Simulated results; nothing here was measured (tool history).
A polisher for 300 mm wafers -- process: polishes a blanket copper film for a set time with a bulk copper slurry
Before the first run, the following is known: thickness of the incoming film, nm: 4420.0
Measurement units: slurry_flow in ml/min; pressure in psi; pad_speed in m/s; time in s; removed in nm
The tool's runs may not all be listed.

{"run": 1, "hour": 0.0, "slurry_flow": 250, "pressure": 2.9, "pad_speed": 1.24, "slurry_solids": 1.0, "time": 26, "removed": 288.93}
{"run": 2, "hour": 5.4, "slurry_flow": 250, "pressure": 3.2, "pad_speed": 1.24, "slurry_solids": 1.0, "time": 26, "removed": 324.07}
{"run": 3, "hour": 8.1, "slurry_flow": 250, "pressure": 3.0, "pad_speed": 1.22, "slurry_solids": 1.0, "time": 26, "removed": 297.41}
{"run": 4, "hour": 13.2, "slurry_flow": 250, "pressure": 3.0, "pad_speed": 1.22, "slurry_solids": 1.0, "time": 26, "removed": 298.91}
{"run": 5, "hour": 19.6, "slurry_flow": 250, "pressure": 3.0, "pad_speed": 1.22, "slurry_solids": 1.0, "time": 26, "removed": 297.31}
{"run": 6, "hour": 21.2, "slurry_flow": 250, "pressure": 2.8, "pad_speed": 1.2, "slurry_solids": 1.0, "time": 26, "removed": 273.81}
{"run": 7, "hour": 28.6, "slurry_flow": 250, "pressure": 2.6, "pad_speed": 1.18, "slurry_solids": 1.0, "time": 26, "removed": 251.25}

Expected results for the next run?
{"run": 8, "hour": 33.5, "slurry_flow": 250, "pressure": 2.5, "pad_speed": 1.18, "slurry_solids": 1.0, "time": 26, "removed": "?"}

removed: 247.01 nm
